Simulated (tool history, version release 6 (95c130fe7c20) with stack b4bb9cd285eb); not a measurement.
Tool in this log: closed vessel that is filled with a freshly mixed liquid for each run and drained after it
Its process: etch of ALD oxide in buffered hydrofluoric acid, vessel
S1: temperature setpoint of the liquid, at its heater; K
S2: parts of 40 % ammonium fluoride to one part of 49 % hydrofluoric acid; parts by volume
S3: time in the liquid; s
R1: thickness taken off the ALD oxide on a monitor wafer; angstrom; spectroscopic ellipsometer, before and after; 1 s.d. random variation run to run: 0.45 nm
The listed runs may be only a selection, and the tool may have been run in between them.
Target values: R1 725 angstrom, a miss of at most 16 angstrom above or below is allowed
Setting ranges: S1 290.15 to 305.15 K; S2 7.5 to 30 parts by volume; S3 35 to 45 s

run	hour	S1	S2	S3	R1
1	0	298.15	20.5	45	302.79
2	6.8	300.65	20.5	45	349.12
3	12.4	302.65	20.5	45	389.86
4	16	303.15	17.5	45	462.19
5	17.7	303.65	15.5	45	538.54
6	19.5	305.15	15.5	45	573.46
7	21.1	305.15	14.5	45	617.28
8	28.1	305.15	14.5	45	617.54
9	35	305.15	13.5	45	662.62
10	37.8	305.15	13	45	677.37
11	39.3	305.15	11	45	805.07
12	45.2	304.65	11	45	785.44

Consider the 4 candidate settings below. Which is the only one whose results all fall within their allowed miss of target?
A	51.1	303.15	11	45	?
B	51.1	305.15	11.5	45	?
C	51.1	302.15	7.5	35	?
D	51.1	305.15	10.5	45	?

move	R1
A	727.16
B	772.9
C	766.14
D	844.41
A: in spec on every target
B: moves toward the targets from the last run without getting all of them in spec
C: moves toward the targets from the last run without getting all of them in spec
D: its largest miss is bigger than the last run's
The move that meets every target is A.

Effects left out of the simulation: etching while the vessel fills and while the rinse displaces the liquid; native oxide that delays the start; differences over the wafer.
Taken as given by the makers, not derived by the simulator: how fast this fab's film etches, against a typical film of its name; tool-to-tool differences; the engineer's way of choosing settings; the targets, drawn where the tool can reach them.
